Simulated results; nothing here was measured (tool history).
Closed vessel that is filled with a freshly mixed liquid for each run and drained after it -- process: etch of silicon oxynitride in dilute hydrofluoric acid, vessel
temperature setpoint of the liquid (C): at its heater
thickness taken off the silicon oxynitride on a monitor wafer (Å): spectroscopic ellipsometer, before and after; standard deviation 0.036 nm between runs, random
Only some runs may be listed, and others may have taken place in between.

run  hour  temperature setpoint of the liquid (C)  parts of water to one part of 49 % hydrofluoric acid (parts by volume)  time in the liquid (s)  thickness taken off the silicon oxynitride on a monitor wafer (Å)
  1     0                                      25                                                                     130                     290                                                             48.146
  2   8.2                                    28.5                                                                     130                     290                                                             56.099
  3  15.1                                      26                                                                     130                     290                                                             50.346
  4  20.3                                    28.5                                                                     130                     290                                                             56.445
  5    24                                    28.5                                                                     130                     180                                                             34.799
  6  28.1                                    28.5                                                                     110                     190                                                             44.276
  7  31.7                                    29.5                                                                      95                     205                                                              58.88
  8  35.7                                      30                                                                      85                     205                                                             67.585
  9  43.6                                      30                                                                      85                     205                                                             68.049
 10  48.2                                    30.5                                                                      80                     205                                                             74.166
 11  52.1                                      31                                                                      75                     205                                                              81.59
 12    60                                      33                                                                      55                     205                                                             123.99
 13  68.8                                    32.5                                                                      55                     205                                                             121.21
 14  73.7                                      32                                                                      55                     205                                                             119.21
 15    75                                    31.5                                                                      55                     205                                                              115.8

Run 16, settings as shown, results not yet in. Your forecast:
 16  78.4                                      31                                                                      55                     205                                                                  ?

Run 16 produced thickness taken off the silicon oxynitride on a monitor wafer (Å) 113.88.

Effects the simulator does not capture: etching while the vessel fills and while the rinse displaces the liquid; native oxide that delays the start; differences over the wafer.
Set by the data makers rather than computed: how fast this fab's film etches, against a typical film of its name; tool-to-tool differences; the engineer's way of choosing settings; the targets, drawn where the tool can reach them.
